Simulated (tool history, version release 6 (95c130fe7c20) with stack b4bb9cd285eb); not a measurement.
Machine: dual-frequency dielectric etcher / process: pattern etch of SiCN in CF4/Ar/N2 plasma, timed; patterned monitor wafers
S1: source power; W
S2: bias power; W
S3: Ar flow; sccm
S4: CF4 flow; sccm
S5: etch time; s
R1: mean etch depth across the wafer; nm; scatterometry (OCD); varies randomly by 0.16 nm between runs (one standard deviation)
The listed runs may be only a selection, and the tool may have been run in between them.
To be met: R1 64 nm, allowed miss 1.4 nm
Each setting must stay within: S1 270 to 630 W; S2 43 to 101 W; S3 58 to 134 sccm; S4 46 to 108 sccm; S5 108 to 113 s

run,hour,S1,S2,S3,S4,S5,R1
1,0,450,72,96,77,108,88.054
2,5.6,490,72,96,77,108,95.735
3,9.2,450,71,96,77,108,87.582
4,12.4,420,70,96,77,108,81.835
5,13.8,420,60,96,77,108,77.377
6,22.7,400,60,96,77,108,73.769
7,26.4,390,60,96,77,108,72.138
8,31.8,390,60,96,77,108,71.736
# hour 32.6: bias power generator calibrated
9,32.6,380,60,96,77,108,70.915
10,39.2,370,60,96,77,108,69.086
11,40.3,330,59,96,77,108,61.285

5 next moves are on the table. One of them brings every result within its allowed miss. Which?
A,41.4,370,48,104,67,110.5,?
B,41.4,310,59,94,82,108,?
C,41.4,310,61,102,86,108,?
D,41.4,330,54,95,84,108,?
E,41.4,300,55,86,92,111,?

move,R1
A,63.819
B,57.905
C,58.201
D,60.02
E,57.534
A: every result lands within tolerance
B: the biggest miss grows against the last run
C: the biggest miss grows against the last run
D: the biggest miss grows against the last run
E: the biggest miss grows against the last run
So the answer is move A, the one that meets all the targets.
